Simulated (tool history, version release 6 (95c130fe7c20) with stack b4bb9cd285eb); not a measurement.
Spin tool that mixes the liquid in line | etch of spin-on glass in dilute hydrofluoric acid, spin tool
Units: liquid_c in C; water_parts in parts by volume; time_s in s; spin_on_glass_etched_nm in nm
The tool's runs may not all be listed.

{"run": 1, "hour": 0.0, "liquid_c": 21, "water_parts": 135, "time_s": 130, "spin_on_glass_etched_nm": 24.199}
{"run": 2, "hour": 3.3, "liquid_c": 21, "water_parts": 135, "time_s": 130, "spin_on_glass_etched_nm": 24.059}
{"run": 3, "hour": 9.3, "liquid_c": 19.5, "water_parts": 150, "time_s": 130, "spin_on_glass_etched_nm": 19.999}
{"run": 4, "hour": 15.5, "liquid_c": 19.5, "water_parts": 150, "time_s": 130, "spin_on_glass_etched_nm": 19.927}
{"run": 5, "hour": 22.8, "liquid_c": 19.5, "water_parts": 150, "time_s": 145, "spin_on_glass_etched_nm": 22.42}
{"run": 6, "hour": 28.0, "liquid_c": 19.5, "water_parts": 150, "time_s": 130, "spin_on_glass_etched_nm": 20.005}

The next listed run, before its measurement:
{"run": 7, "hour": 35.3, "liquid_c": 18.5, "water_parts": 160, "time_s": 130, "spin_on_glass_etched_nm": "?"}

Run 7 gave spin_on_glass_etched_nm 18.071 nm.
